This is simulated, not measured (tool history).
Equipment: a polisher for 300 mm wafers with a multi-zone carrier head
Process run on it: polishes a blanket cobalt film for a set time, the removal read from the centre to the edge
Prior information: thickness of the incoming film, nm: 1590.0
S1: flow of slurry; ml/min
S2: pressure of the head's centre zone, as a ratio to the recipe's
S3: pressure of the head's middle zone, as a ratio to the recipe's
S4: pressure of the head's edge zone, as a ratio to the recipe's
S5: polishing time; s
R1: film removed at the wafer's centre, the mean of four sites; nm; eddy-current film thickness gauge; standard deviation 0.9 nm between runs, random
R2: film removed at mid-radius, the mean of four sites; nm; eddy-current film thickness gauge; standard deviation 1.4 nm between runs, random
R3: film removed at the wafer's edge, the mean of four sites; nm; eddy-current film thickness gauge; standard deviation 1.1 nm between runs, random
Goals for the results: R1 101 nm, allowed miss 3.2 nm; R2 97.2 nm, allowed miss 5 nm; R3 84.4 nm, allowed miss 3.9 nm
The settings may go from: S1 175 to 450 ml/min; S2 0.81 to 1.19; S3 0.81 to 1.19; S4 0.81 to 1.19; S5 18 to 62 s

run  hour   S1    S2    S3    S4  S5      R1      R2      R3
  1     0  290     1     1     1  40  144.42  144.94  144.69
  2   8.9  295  1.01  1.01  0.98  38  136.52  138.92  142.24
  3  10.9  295  1.01  1.01  1.01  38  138.82  138.28   139.3
  4  13.2  295  1.01  0.92  1.01  38  142.23  128.17  140.97
  5  17.7  295  1.01  0.97  1.01  38  139.03  133.13  136.92
  6  23.7  295  1.03  0.99  1.03  36  136.24  130.21  134.44
  7  29.2  280  1.05  1.01  1.05  34  130.86  120.64  128.59
  8  37.9  295  1.07  1.02  1.02  32  122.19  114.64  118.29

Next run, 5 choices. One meets every target within its allowed miss, the rest don't. Which?
  A  46.6  190   0.9  0.81  1.19  35   ?   ?   ?
  B  46.6  310  1.06  0.96  1.03  28   ?   ?   ?
  C  46.6  405  1.16  1.15  0.92  23   ?   ?   ?
  D  46.6  295  1.16  0.97  0.99  27   ?   ?   ?
  E  46.6  210  0.83  0.98  1.13  38   ?   ?   ?

move      R1      R2      R3
   A  106.71  99.248   136.6
   B  107.29  96.631  105.75
   C  98.972   94.55  83.488
   D  112.72  93.513  99.667
   E  108.53  127.97  145.52
A: its largest miss is bigger than the last run's
B: closer than the last run, but not yet in spec
C: all results in spec
D: closer than the last run, but not yet in spec
E: its largest miss is bigger than the last run's
The right move is C.
